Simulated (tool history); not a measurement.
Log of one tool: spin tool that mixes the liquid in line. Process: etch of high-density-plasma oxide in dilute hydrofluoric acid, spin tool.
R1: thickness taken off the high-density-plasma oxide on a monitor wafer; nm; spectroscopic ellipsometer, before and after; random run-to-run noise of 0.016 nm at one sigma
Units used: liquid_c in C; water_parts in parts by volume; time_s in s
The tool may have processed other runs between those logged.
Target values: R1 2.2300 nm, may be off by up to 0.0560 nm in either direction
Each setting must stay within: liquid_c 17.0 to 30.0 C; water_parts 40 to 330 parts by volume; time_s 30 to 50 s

run 1 day=0.000 | liquid_c=22.0 water_parts=185 time_s=50 | R1=1.2590
run 2 day=0.254 | liquid_c=23.5 water_parts=185 time_s=50 | R1=1.3269
run 3 day=0.383 | liquid_c=25.0 water_parts=175 time_s=50 | R1=1.5074
run 4 day=0.729 | liquid_c=25.0 water_parts=220 time_s=50 | R1=1.1309
run 5 day=0.975 | liquid_c=25.0 water_parts=170 time_s=50 | R1=1.5668
run 6 day=1.158 | liquid_c=25.0 water_parts=170 time_s=50 | R1=1.5744
run 7 day=1.262 | liquid_c=26.0 water_parts=165 time_s=50 | R1=1.6854
run 8 day=1.304 | liquid_c=27.0 water_parts=160 time_s=50 | R1=1.8161
-- day=1.438 thermometer replaced
run 9 day=1.438 | liquid_c=27.5 water_parts=155 time_s=50 | R1=2.0189
run 10 day=1.521 | liquid_c=28.0 water_parts=155 time_s=50 | R1=2.0629
run 11 day=1.667 | liquid_c=28.5 water_parts=155 time_s=50 | R1=2.1040
run 12 day=1.929 | liquid_c=29.0 water_parts=155 time_s=50 | R1=2.1368
run 13 day=2.250 | liquid_c=29.5 water_parts=155 time_s=50 | R1=2.1576

Which one of the following 5 next-run settings gets every result inside its allowed miss? There is exactly one.
run A day=2.571 | liquid_c=26.0 water_parts=145 time_s=50 | R1=?
run B day=2.571 | liquid_c=30.0 water_parts=155 time_s=50 | R1=?
run C day=2.571 | liquid_c=30.0 water_parts=160 time_s=50 | R1=?
run D day=2.571 | liquid_c=30.0 water_parts=165 time_s=50 | R1=?
run E day=2.571 | liquid_c=26.5 water_parts=145 time_s=50 | R1=?

move=A R1=2.0339
move=B R1=2.1761
move=C R1=2.0944
move=D R1=2.0179
move=E R1=2.0724
A: the biggest miss grows against the last run
B: meets every target
C: the biggest miss grows against the last run
D: the biggest miss grows against the last run
E: the biggest miss grows against the last run
So the answer is move B, the one that meets all the targets.

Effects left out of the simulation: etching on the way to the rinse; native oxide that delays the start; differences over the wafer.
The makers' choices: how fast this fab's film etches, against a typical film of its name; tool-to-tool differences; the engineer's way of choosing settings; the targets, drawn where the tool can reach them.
